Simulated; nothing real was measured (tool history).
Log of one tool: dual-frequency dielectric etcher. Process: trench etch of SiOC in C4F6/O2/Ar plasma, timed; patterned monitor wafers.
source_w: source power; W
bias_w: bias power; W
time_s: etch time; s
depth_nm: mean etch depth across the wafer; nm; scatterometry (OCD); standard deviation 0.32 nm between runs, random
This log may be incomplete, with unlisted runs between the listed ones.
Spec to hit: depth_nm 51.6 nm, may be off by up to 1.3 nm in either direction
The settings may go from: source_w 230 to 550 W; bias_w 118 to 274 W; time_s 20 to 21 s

{"run": 1, "day": 0.0, "source_w": 390, "bias_w": 196, "time_s": 20, "depth_nm": 43.858}
{"run": 2, "day": 0.271, "source_w": 430, "bias_w": 203, "time_s": 20, "depth_nm": 46.03}
{"run": 3, "day": 0.583, "source_w": 460, "bias_w": 208, "time_s": 20, "depth_nm": 47.644}
{"run": 4, "day": 0.779, "source_w": 480, "bias_w": 212, "time_s": 20, "depth_nm": 48.405}
{"run": 5, "day": 0.954, "source_w": 480, "bias_w": 212, "time_s": 20, "depth_nm": 48.747}
{"run": 6, "day": 1.267, "source_w": 480, "bias_w": 212, "time_s": 20, "depth_nm": 48.044}
{"run": 7, "day": 1.321, "source_w": 490, "bias_w": 219, "time_s": 20, "depth_nm": 49.584}
{"run": 8, "day": 1.65, "source_w": 500, "bias_w": 221, "time_s": 20, "depth_nm": 50.672}

Consider the 5 candidate settings below. Which is the only one whose results all fall within their allowed miss of target?
{"run": "A", "day": 1.979, "source_w": 490, "bias_w": 212, "time_s": 20, "depth_nm": "?"}
{"run": "B", "day": 1.979, "source_w": 460, "bias_w": 223, "time_s": 20, "depth_nm": "?"}
{"run": "C", "day": 1.979, "source_w": 490, "bias_w": 193, "time_s": 20.5, "depth_nm": "?"}
{"run": "D", "day": 1.979, "source_w": 480, "bias_w": 209, "time_s": 20, "depth_nm": "?"}
{"run": "E", "day": 1.979, "source_w": 510, "bias_w": 223, "time_s": 20.5, "depth_nm": "?"}

move=A depth_nm=49.261
move=B depth_nm=48.905
move=C depth_nm=49.133
move=D depth_nm=48.698
move=E depth_nm=51.986
A: the biggest miss grows against the last run
B: the biggest miss grows against the last run
C: the biggest miss grows against the last run
D: the biggest miss grows against the last run
E: all results land within tolerance of their targets
The move that meets every target is E.
